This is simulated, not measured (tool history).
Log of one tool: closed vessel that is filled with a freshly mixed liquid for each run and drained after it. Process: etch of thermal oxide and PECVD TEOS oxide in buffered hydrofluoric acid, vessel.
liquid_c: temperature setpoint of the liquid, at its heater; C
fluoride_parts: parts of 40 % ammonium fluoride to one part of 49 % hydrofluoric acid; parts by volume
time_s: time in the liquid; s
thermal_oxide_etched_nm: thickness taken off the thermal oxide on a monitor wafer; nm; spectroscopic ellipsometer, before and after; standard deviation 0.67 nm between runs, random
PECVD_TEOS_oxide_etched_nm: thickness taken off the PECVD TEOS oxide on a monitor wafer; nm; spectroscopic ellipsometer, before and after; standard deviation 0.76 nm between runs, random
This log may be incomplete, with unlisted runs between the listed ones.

run	hour	liquid_c	fluoride_parts	time_s	thermal_oxide_etched_nm	PECVD_TEOS_oxide_etched_nm
1	0.0	24.0	13.5	60	50.093	58.137
2	2.5	25.0	13.5	60	53.042	59.908
3	4.6	23.0	13.5	60	48.219	53.471
4	6.6	23.5	13.0	60	50.109	57.661
5	11.5	25.0	13.0	60	54.549	61.799
6	18.9	25.5	12.5	60	58.359	67.072
7	23.4	26.0	12.5	60	60.620	68.322

Run 8 has not been measured yet. What should we expect?
8	26.5	26.5	12.5	60	?	?

{"run 8": {"thermal_oxide_etched_nm": 61.849, "PECVD_TEOS_oxide_etched_nm": 70.794}}

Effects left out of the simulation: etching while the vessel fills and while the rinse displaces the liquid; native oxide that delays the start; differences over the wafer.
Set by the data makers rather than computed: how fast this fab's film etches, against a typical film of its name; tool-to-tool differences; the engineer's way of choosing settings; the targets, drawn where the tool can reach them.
